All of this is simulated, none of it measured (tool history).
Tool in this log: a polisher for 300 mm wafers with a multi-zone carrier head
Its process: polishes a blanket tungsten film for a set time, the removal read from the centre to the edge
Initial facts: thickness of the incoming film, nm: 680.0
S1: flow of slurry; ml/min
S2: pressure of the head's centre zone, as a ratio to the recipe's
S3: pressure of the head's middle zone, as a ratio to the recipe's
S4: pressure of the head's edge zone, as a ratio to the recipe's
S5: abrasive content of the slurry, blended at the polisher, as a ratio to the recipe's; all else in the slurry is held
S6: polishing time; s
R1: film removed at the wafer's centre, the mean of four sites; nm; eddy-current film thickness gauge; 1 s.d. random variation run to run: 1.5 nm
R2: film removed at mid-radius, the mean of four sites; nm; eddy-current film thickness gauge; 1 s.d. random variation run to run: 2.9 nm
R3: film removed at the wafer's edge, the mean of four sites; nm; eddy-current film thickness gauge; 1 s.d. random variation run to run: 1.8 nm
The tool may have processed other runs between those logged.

Run 1, hour 0: S1 210 ml/min, S2 1, S3 1, S4 1, S5 1, S6 37 s. Result: R1 244.04 nm, R2 241.29 nm, R3 248.17 nm.
Run 2, hour 2.4: S1 210 ml/min, S2 1, S3 1.07, S4 1, S5 1, S6 37 s. Result: R1 246.73 nm, R2 262.25 nm, R3 248.69 nm.
Run 3, hour 6.3: S1 210 ml/min, S2 1, S3 1.07, S4 1, S5 1, S6 46 s. Result: R1 303.29 nm, R2 319.48 nm, R3 306.21 nm.
Run 4, hour 8.2: S1 210 ml/min, S2 1, S3 1.12, S4 1, S5 1, S6 46 s. Result: R1 304.17 nm, R2 332.43 nm, R3 310.23 nm.
Run 5, hour 16.4: S1 200 ml/min, S2 0.98, S3 1.12, S4 0.98, S5 1, S6 46 s. Result: R1 294.51 nm, R2 332.19 nm, R3 302.66 nm.
Run 6, hour 19.4: S1 200 ml/min, S2 0.98, S3 1.12, S4 0.98, S5 1.1, S6 46 s. Result: R1 305.94 nm, R2 340.38 nm, R3 312.73 nm.

Expected results for the next run?
Run 7, hour 21.8: S1 145 ml/min, S2 0.88, S3 1.05, S4 0.88, S5 0.95, S6 46 s. Result: R1 ?, R2 ?, R3 ?.

{"run 7": {"R1": 252.33, "R2": 301.79, "R3": 275.06}}
